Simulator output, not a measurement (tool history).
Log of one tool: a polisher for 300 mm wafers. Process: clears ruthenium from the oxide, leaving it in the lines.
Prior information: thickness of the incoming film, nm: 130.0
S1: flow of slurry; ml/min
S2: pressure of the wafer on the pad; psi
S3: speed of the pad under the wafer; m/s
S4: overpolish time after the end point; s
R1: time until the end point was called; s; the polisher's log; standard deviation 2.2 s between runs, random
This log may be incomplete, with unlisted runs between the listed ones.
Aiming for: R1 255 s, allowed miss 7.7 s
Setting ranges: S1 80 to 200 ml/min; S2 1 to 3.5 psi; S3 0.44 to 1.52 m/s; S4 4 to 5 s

{"run": 1, "day": 0.0, "S1": 130, "S2": 2.2, "S3": 0.98, "S4": 5, "R1": 149.21}
{"run": 2, "day": 0.283, "S1": 130, "S2": 2.2, "S3": 1.18, "S4": 5, "R1": 130.29}
{"run": 3, "day": 0.479, "S1": 130, "S2": 2.6, "S3": 1.18, "S4": 5, "R1": 111.42}
{"run": 4, "day": 0.779, "S1": 125, "S2": 2.4, "S3": 1.14, "S4": 5, "R1": 125.57}
{"run": 5, "day": 0.842, "S1": 120, "S2": 2.2, "S3": 1.12, "S4": 5, "R1": 137.39}
{"run": 6, "day": 0.921, "S1": 120, "S2": 2, "S3": 1.1, "S4": 5, "R1": 155.48}
{"run": 7, "day": 1.121, "S1": 115, "S2": 1.9, "S3": 1.1, "S4": 5, "R1": 161.91}
{"run": 8, "day": 1.321, "S1": 110, "S2": 1.8, "S3": 1.1, "S4": 5, "R1": 170.98}
{"run": 9, "day": 1.354, "S1": 105, "S2": 1.7, "S3": 1.1, "S4": 5, "R1": 181.15}
{"run": 10, "day": 1.462, "S1": 105, "S2": 1.6, "S3": 1.1, "S4": 5, "R1": 191.77}
{"run": 11, "day": 1.808, "S1": 105, "S2": 1.5, "S3": 1.1, "S4": 5, "R1": 204.39}
{"run": 12, "day": 1.871, "S1": 105, "S2": 1.4, "S3": 1.1, "S4": 5, "R1": 215.26}
{"run": 13, "day": 2.062, "S1": 105, "S2": 1.4, "S3": 1.1, "S4": 5, "R1": 214.7}

Next run, 5 choices. One meets every target within its allowed miss, the rest don't. Which?
{"run": "A", "day": 2.254, "S1": 105, "S2": 1.1, "S3": 1.18, "S4": 5, "R1": "?"}
{"run": "B", "day": 2.254, "S1": 95, "S2": 1.2, "S3": 0.98, "S4": 5, "R1": "?"}
{"run": "C", "day": 2.254, "S1": 95, "S2": 1.3, "S3": 1.1, "S4": 4, "R1": "?"}
{"run": "D", "day": 2.254, "S1": 125, "S2": 1.6, "S3": 1.3, "S4": 4, "R1": "?"}
{"run": "E", "day": 2.254, "S1": 80, "S2": 1.4, "S3": 0.72, "S4": 5, "R1": "?"}

move=A R1=258.18
move=B R1=269.8
move=C R1=230.85
move=D R1=167.57
move=E R1=282.66
A: every result within its allowed miss
B: moves the result that the last run missed by most past its target, out the other side
C: an improvement on the last run, though not all results are within tolerance
D: misses by more than the last run did
E: moves the result that the last run missed by most past its target, out the other side
The move that meets every target is A.
